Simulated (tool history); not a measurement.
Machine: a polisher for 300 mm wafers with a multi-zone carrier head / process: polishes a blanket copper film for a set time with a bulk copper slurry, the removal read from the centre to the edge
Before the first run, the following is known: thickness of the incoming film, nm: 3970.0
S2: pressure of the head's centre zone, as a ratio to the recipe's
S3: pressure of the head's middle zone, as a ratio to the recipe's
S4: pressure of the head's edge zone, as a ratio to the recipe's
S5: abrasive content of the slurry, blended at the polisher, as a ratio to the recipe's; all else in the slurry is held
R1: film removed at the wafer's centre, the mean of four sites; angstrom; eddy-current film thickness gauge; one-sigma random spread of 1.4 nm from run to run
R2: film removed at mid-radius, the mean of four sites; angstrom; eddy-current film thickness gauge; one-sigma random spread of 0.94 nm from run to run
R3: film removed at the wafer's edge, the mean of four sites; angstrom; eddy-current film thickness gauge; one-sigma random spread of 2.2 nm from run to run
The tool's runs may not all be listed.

run 1 hour=0.0 | flow_of_slurry_(ml/min)=145 S2=1.00 S3=1.00 S4=1.00 S5=1.00 polishing_time_(s)=38 | R1=3139.1 R2=3136.4 R3=3153.9
run 2 hour=6.1 | flow_of_slurry_(ml/min)=145 S2=1.00 S3=1.00 S4=1.00 S5=1.00 polishing_time_(s)=30 | R1=2498.8 R2=2492.6 R3=2438.7
run 3 hour=7.0 | flow_of_slurry_(ml/min)=145 S2=1.00 S3=1.00 S4=1.00 S5=0.90 polishing_time_(s)=30 | R1=2398.8 R2=2427.8 R3=2434.3
run 4 hour=14.0 | flow_of_slurry_(ml/min)=140 S2=1.00 S3=0.98 S4=0.99 S5=0.85 polishing_time_(s)=29 | R1=2239.0 R2=2210.8 R3=2242.7
run 5 hour=21.7 | flow_of_slurry_(ml/min)=140 S2=0.93 S3=0.98 S4=0.99 S5=0.85 polishing_time_(s)=29 | R1=2166.9 R2=2232.5 R3=2243.0
run 6 hour=25.5 | flow_of_slurry_(ml/min)=135 S2=0.92 S3=0.96 S4=0.98 S5=0.80 polishing_time_(s)=29 | R1=2034.5 R2=2136.8 R3=2179.8
run 7 hour=31.2 | flow_of_slurry_(ml/min)=130 S2=0.93 S3=0.94 S4=0.97 S5=0.75 polishing_time_(s)=29 | R1=1997.6 R2=2040.7 R3=2083.6
run 8 hour=34.7 | flow_of_slurry_(ml/min)=125 S2=0.93 S3=0.93 S4=0.98 S5=0.70 polishing_time_(s)=29 | R1=1916.6 R2=1948.8 R3=2091.6
run 9 hour=42.1 | flow_of_slurry_(ml/min)=100 S2=0.94 S3=0.83 S4=0.88 S5=0.50 polishing_time_(s)=26 | R1=1424.7 R2=1332.9 R3=1531.0
run 10 hour=46.2 | flow_of_slurry_(ml/min)=105 S2=0.94 S3=0.83 S4=0.89 S5=0.50 polishing_time_(s)=26 | R1=1442.2 R2=1340.0 R3=1497.8

Estimate the outcome of run 11 from the log above:
run 11 hour=53.6 | flow_of_slurry_(ml/min)=105 S2=0.94 S3=0.83 S4=0.89 S5=0.50 polishing_time_(s)=26 | R1=? R2=? R3=?

{"run 11": {"R1": 1478.2, "R2": 1339.2, "R3": 1549.2}}
